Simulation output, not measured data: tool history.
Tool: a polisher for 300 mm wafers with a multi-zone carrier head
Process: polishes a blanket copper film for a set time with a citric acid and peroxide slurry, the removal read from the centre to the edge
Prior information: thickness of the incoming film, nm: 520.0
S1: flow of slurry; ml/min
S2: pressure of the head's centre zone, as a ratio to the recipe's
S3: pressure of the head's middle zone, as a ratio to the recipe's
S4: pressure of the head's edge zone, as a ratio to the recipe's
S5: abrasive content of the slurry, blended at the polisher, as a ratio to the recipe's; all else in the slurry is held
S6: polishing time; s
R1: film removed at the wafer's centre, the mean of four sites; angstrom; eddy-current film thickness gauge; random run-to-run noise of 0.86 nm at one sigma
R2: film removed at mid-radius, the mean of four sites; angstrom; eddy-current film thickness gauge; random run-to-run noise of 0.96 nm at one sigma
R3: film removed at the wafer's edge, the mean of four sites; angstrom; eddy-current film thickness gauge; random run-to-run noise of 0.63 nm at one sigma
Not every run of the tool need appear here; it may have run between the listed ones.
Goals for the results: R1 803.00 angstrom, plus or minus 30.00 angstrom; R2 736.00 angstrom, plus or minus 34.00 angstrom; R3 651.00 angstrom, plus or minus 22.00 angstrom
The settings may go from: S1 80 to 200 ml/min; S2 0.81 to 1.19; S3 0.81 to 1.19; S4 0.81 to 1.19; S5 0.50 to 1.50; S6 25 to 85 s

run,day,S1,S2,S3,S4,S5,S6,R1,R2,R3
1,0.000,130,1.00,1.00,1.00,1.00,55,1242.60,1272.20,1253.50
2,0.333,130,1.04,1.01,0.95,0.85,46,1050.00,1061.60,988.81
3,0.629,130,1.07,1.00,0.91,0.75,41,934.04,881.04,869.51
4,0.738,130,1.11,1.04,0.88,0.70,38,903.92,854.79,776.65
5,1.042,120,1.13,1.05,0.86,0.65,37,846.47,814.02,713.60
6,1.071,120,1.13,1.05,0.86,0.65,47,1102.70,1032.20,924.17
7,1.267,120,1.13,1.05,0.86,0.65,47,1098.50,1048.30,921.07
8,1.454,115,1.14,1.05,0.85,0.60,43,1012.80,949.09,837.94

Which one of the following 5 next-run settings gets every result inside its allowed miss? There is exactly one.
A,1.642,95,1.06,1.04,0.94,0.65,36,?,?,?
B,1.642,85,1.02,1.14,0.81,0.50,41,?,?,?
C,1.642,120,0.97,0.93,1.00,0.60,37,?,?,?
D,1.642,125,1.18,1.08,0.91,0.70,32,?,?,?
E,1.642,155,1.12,1.10,0.83,0.65,33,?,?,?

move,R1,R2,R3
A,720.30,748.67,697.17
B,726.44,854.11,695.50
C,722.39,740.68,764.61
D,789.10,750.97,650.84
E,804.76,815.17,657.79
A: moves toward the targets from the last run without getting all of them in spec
B: moves toward the targets from the last run without getting all of them in spec
C: moves toward the targets from the last run without getting all of them in spec
D: hits every target within its allowed miss
E: brings the last run's worst result on target, with another outside its allowed miss
Correct choice: D, which meets every target

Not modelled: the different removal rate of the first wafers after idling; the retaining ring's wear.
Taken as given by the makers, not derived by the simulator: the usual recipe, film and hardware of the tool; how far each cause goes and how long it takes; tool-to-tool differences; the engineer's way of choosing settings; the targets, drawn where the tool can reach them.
